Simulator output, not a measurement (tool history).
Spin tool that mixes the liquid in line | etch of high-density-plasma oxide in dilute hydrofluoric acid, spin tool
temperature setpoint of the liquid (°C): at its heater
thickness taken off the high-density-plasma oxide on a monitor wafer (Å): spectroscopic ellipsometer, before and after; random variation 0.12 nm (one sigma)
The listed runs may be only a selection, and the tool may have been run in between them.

run	day	temperature setpoint of the liquid (°C)	parts of water to one part of 49 % hydrofluoric acid (parts by volume)	time under the liquid (s)	thickness taken off the high-density-plasma oxide on a monitor wafer (Å)
1	0.000	25.0	265	265	66.314
2	0.238	25.0	310	265	54.400
3	0.571	25.0	310	265	54.917
4	0.792	25.0	310	290	58.942
5	0.954	26.5	295	290	66.699
6	1.071	26.5	295	265	61.524
7	1.362	27.5	280	265	68.111
8	1.608	27.5	280	265	67.218
9	1.646	28.5	265	265	75.186
10	1.804	29.0	255	265	81.148
11	2.121	29.5	245	265	86.419
12	2.196	30.0	240	265	90.772
13	2.421	30.5	235	265	95.830
14	2.767	31.0	230	265	98.718
15	2.992	31.5	225	265	103.100
16	3.242	31.5	220	265	105.070

Run 17 is up next; what results do you expect?
17	3.475	31.5	220	265	?

Logged for run 17: thickness taken off the high-density-plasma oxide on a monitor wafer (Å) 106.960.
